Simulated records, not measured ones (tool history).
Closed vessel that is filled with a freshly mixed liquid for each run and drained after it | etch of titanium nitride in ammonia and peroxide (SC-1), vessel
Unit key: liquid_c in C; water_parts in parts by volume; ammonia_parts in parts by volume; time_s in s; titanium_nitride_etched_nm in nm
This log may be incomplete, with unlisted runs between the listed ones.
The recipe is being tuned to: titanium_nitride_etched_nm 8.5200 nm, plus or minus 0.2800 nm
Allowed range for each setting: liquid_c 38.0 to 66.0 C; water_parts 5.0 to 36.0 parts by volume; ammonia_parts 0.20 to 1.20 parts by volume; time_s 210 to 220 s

run  hour  liquid_c  water_parts  ammonia_parts  time_s  titanium_nitride_etched_nm
  1   0.0      50.0         20.0           0.75     210                     18.0310
  2   1.2      50.0         20.0           0.60     210                     17.5320
  3   5.5      50.0         20.0           0.60     220                     17.9600
  4  13.5      54.5         20.0           0.60     220                     24.6650
  5  18.2      54.5         23.5           0.60     220                     22.5140
  6  23.9      54.5         23.5           0.75     220                     23.6020
  7  27.6      54.5         23.5           0.75     220                     23.7360
  8  29.2      50.5         23.5           0.75     220                     18.0350

Exactly one of the 5 candidate moves below puts every result within its allowed miss. Which one?
  A  30.8      42.5         30.0           0.60     210                           ?
  B  30.8      44.0         27.5           0.60     210                           ?
  C  30.8      42.0         27.0           0.75     210                           ?
  D  30.8      41.0         28.5           0.85     210                           ?
  E  30.8      64.0         18.0           0.85     220                           ?

move  titanium_nitride_etched_nm
   A                      8.0093
   B                      9.3847
   C                      8.5452
   D                      7.8807
   E                     51.7130
A: moves the result that the last run missed by most past its target, out the other side
B: nearer than the last run, and not there yet
C: all results in spec
D: moves the result that the last run missed by most past its target, out the other side
E: moves away from the targets compared with the last run
So the answer is move C, the one that meets all the targets.

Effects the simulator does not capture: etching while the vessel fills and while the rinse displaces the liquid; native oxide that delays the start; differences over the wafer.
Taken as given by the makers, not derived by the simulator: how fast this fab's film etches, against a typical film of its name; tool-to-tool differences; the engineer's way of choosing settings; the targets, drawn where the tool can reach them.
